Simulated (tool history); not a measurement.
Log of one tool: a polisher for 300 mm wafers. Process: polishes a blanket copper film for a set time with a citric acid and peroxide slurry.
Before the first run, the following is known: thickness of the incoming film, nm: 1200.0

run,hour,flow of slurry (ml/min),pressure of the wafer on the pad (kPa),speed of the pad under the wafer (m/s),abrasive content of the slurry,polishing time (s),film removed (nm)
1,0,300,28.3,0.96,1,44,113.66
2,4.5,300,26.9,0.96,1,44,108.83
3,7,300,26.9,0.96,1,40,98.349
4,10.7,300,26.2,0.96,1,40,95.67
5,12.6,270,26.2,0.96,1,40,95.015
6,18.7,270,25.5,0.96,1,40,91.187
7,24.4,265,25.5,0.96,1,40,93.796

The next listed run, before its measurement:
8,25.6,265,24.8,0.96,1,40,?

{"run 8": {"film removed (nm)": 91.123}}

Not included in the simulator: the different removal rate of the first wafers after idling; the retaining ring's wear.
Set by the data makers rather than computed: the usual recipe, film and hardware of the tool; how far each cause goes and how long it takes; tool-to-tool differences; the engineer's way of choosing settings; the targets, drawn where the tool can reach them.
